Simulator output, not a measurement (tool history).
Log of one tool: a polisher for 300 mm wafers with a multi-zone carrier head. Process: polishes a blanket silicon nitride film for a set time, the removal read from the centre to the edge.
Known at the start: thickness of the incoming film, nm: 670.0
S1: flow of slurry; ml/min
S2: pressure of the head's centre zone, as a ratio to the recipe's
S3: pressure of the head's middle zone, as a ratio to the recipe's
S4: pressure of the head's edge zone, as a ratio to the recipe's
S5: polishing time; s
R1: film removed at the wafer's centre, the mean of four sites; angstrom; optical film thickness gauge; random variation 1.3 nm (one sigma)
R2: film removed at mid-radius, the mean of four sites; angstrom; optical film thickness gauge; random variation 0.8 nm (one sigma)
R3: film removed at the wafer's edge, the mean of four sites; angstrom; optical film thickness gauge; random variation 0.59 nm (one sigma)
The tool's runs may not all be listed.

run  hour   S1    S2    S3    S4  S5      R1      R2      R3
  1   0.0  240  1.00  1.00  1.00  31  676.29  675.80  650.02
  2   1.1  245  1.01  1.01  1.02  32  699.59  703.10  686.34
  3   8.8  245  1.01  0.96  1.02  32  673.73  684.76  685.17
  4  10.0  250  1.03  0.98  1.04  33  706.61  712.12  710.04
  5  15.4  195  1.03  0.98  1.04  33  704.77  693.24  685.30
  6  17.6  205  1.05  0.99  1.05  34  741.21  718.93  721.11
  7  26.1  215  1.07  1.01  1.06  35  790.02  764.24  754.41
  8  27.7  225  1.09  1.02  1.07  35  815.15  781.12  757.05
  9  34.9  235  1.10  1.02  1.08  36  853.91  801.75  784.10
 10  35.6  245  1.11  1.02  1.09  36  843.80  802.62  792.94

Run 11 comes next. What will it give?
 11  42.4  250  1.12  1.02  1.10  37   ?   ?   ?

R1: 889.52 angstrom
R2: 820.98 angstrom
R3: 815.44 angstrom

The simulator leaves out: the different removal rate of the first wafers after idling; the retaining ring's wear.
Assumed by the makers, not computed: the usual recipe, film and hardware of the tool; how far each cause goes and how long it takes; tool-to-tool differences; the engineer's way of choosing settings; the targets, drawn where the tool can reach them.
